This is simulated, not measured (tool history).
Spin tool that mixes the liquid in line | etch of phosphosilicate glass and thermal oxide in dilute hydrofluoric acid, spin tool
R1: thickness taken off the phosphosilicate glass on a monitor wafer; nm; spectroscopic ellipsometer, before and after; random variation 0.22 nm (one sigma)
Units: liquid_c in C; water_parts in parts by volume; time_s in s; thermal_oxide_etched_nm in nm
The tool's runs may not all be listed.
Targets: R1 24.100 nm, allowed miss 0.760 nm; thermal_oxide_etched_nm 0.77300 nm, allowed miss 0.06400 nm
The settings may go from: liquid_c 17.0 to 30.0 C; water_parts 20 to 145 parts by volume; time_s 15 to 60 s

{"run": 1, "day": 0.0, "liquid_c": 22.0, "water_parts": 80, "time_s": 30, "R1": 50.512, "thermal_oxide_etched_nm": 1.64}
{"run": 2, "day": 0.154, "liquid_c": 21.0, "water_parts": 85, "time_s": 30, "R1": 45.736, "thermal_oxide_etched_nm": 1.4156}
{"run": 3, "day": 0.196, "liquid_c": 21.0, "water_parts": 85, "time_s": 35, "R1": 53.038, "thermal_oxide_etched_nm": 1.7133}
{"run": 4, "day": 0.242, "liquid_c": 20.5, "water_parts": 95, "time_s": 35, "R1": 45.142, "thermal_oxide_etched_nm": 1.4412}
{"run": 5, "day": 0.583, "liquid_c": 23.5, "water_parts": 95, "time_s": 35, "R1": 51.861, "thermal_oxide_etched_nm": 1.6034}
{"run": 6, "day": 0.8, "liquid_c": 23.5, "water_parts": 75, "time_s": 35, "R1": 67.041, "thermal_oxide_etched_nm": 2.096}
{"run": 7, "day": 1.0, "liquid_c": 22.5, "water_parts": 85, "time_s": 35, "R1": 55.771, "thermal_oxide_etched_nm": 1.8168}
{"run": 8, "day": 1.108, "liquid_c": 21.5, "water_parts": 95, "time_s": 35, "R1": 47.015, "thermal_oxide_etched_nm": 1.5508}
{"run": 9, "day": 1.467, "liquid_c": 21.5, "water_parts": 100, "time_s": 35, "R1": 44.86, "thermal_oxide_etched_nm": 1.4639}
{"run": 10, "day": 1.725, "liquid_c": 21.5, "water_parts": 100, "time_s": 35, "R1": 44.872, "thermal_oxide_etched_nm": 1.4562}
{"run": 11, "day": 1.875, "liquid_c": 21.5, "water_parts": 100, "time_s": 35, "R1": 44.912, "thermal_oxide_etched_nm": 1.4462}
{"run": 12, "day": 1.912, "liquid_c": 21.0, "water_parts": 105, "time_s": 35, "R1": 41.68, "thermal_oxide_etched_nm": 1.3651}
{"run": 13, "day": 2.162, "liquid_c": 17.5, "water_parts": 135, "time_s": 35, "R1": 27.226, "thermal_oxide_etched_nm": 0.89726}
{"run": 14, "day": 2.496, "liquid_c": 17.5, "water_parts": 140, "time_s": 35, "R1": 26.433, "thermal_oxide_etched_nm": 0.83576}

4 next moves are on the table. One of them brings every result within its allowed miss. Which?
{"run": "A", "day": 2.829, "liquid_c": 19.0, "water_parts": 135, "time_s": 35, "R1": "?", "thermal_oxide_etched_nm": "?"}
{"run": "B", "day": 2.829, "liquid_c": 17.0, "water_parts": 85, "time_s": 20, "R1": "?", "thermal_oxide_etched_nm": "?"}
{"run": "C", "day": 2.829, "liquid_c": 17.0, "water_parts": 110, "time_s": 25, "R1": "?", "thermal_oxide_etched_nm": "?"}
{"run": "D", "day": 2.829, "liquid_c": 30.0, "water_parts": 145, "time_s": 25, "R1": "?", "thermal_oxide_etched_nm": "?"}

move=A R1=29.101 thermal_oxide_etched_nm=0.92128
move=B R1=25.614 thermal_oxide_etched_nm=0.81087
move=C R1=24.104 thermal_oxide_etched_nm=0.76306
move=D R1=29.152 thermal_oxide_etched_nm=0.92290
A: further off than the last run
B: nearer than the last run, and not there yet
C: meets every target
D: further off than the last run
The right move is C.
